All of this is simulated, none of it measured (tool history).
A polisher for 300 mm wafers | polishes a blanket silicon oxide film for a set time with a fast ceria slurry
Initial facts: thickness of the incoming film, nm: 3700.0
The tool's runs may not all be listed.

run	hour	flow of slurry (ml/min)	pressure of the wafer on the pad (psi)	speed of the pad under the wafer (m/s)	polishing time (s)	film removed (Å)
1	0.0	310	2.0	0.98	94	9152.0
2	7.7	305	1.8	0.98	94	8559.3
3	13.3	305	1.6	0.98	94	7830.8
4	19.7	305	1.3	0.98	94	7028.0
5	26.2	305	1.3	0.98	99	7330.6
6	35.1	305	1.3	0.74	99	5651.9

Run 7 is up next; what results do you expect?
7	43.1	305	1.4	0.74	99	?

Logged for run 7: film removed (Å) 5832.2.
